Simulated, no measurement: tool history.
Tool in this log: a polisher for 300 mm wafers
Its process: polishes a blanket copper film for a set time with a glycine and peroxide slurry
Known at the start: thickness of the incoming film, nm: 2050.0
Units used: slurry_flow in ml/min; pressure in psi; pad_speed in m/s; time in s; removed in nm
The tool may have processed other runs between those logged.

run  hour  slurry_flow  pressure  pad_speed  time  removed
  1     0          205       3.3       1.16    30   198.97
  2   1.1          205       2.9       1.16    30   180.83
  3   6.4          205       3.4       1.16    30   206.02
  4  13.2          210       3.8       1.16    30   223.28
  5  19.7          210       3.1       1.16    30   190.25
  6  25.7          210       2.6       1.16    30   169.58

Forecast run 7:
  7  31.1          215       3.2       1.16    30        ?

Run 7 gave removed 194.15 nm.
